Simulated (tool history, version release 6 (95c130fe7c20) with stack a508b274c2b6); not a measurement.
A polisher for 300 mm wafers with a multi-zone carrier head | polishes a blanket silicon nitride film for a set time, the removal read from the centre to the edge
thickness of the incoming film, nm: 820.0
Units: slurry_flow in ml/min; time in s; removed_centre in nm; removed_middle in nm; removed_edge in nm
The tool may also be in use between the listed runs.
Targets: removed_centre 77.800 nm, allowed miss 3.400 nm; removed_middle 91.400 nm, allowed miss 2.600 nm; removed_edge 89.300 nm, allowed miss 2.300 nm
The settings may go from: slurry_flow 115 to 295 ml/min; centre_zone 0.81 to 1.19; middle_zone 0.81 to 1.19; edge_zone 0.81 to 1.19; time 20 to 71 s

run    day  slurry_flow  centre_zone  middle_zone  edge_zone  time  removed_centre  removed_middle  removed_edge
  1  0.000          190         1.00         1.00       1.00    45         114.830         116.190       111.660
  2  0.067          180         0.97         0.99       0.98    44         107.110         110.520       108.290
  3  0.325          175         0.95         0.99       0.96    43         103.840         108.440       104.170
  4  0.542          175         0.95         0.99       0.96    39          93.155          97.146        95.760
  5  0.812          170         0.93         0.99       0.95    39          90.643          95.804        95.326
  6  1.042          170         0.93         1.05       0.95    39          91.589         100.860        94.776
  7  1.246          165         0.91         1.04       0.94    39          88.555         101.240        92.309
  8  1.350          160         0.90         1.03       0.94    39          87.162         100.390        93.334
  9  1.633          155         0.89         1.02       0.93    39          87.500          97.908        91.869
 10  1.896          155         0.88         1.02       0.93    39          86.363          97.992        91.137
 11  1.946          150         0.87         1.01       0.94    39          84.406          95.758        91.631
 12  2.308          145         0.86         1.01       0.94    39          82.948          94.945        91.078
 13  2.625          140         0.85         1.01       0.94    39          81.455          94.368        89.696

5 next moves are on the table. One of them brings every result within its allowed miss. Which?
  A  2.942          155         0.86         0.99       0.91    39               ?               ?             ?
  B  2.942          145         0.83         0.94       0.88    40               ?               ?             ?
  C  2.942          205         0.93         1.00       0.98    36               ?               ?             ?
  D  2.942          150         0.81         1.01       0.97    37               ?               ?             ?
  E  2.942          115         0.91         0.89       0.93    41               ?               ?             ?

move  removed_centre  removed_middle  removed_edge
   A          87.856          95.581        90.774
   B          86.867          93.241        90.772
   C          89.735          93.419        90.012
   D          80.005          91.300        88.262
   E          87.373          86.569        91.449
A: further off than the last run
B: brings the result that was furthest off to its target, and leaves another outside
C: brings the result that was furthest off to its target, and leaves another outside
D: meets every target
E: takes the result that was furthest off past its target
The right move is D.
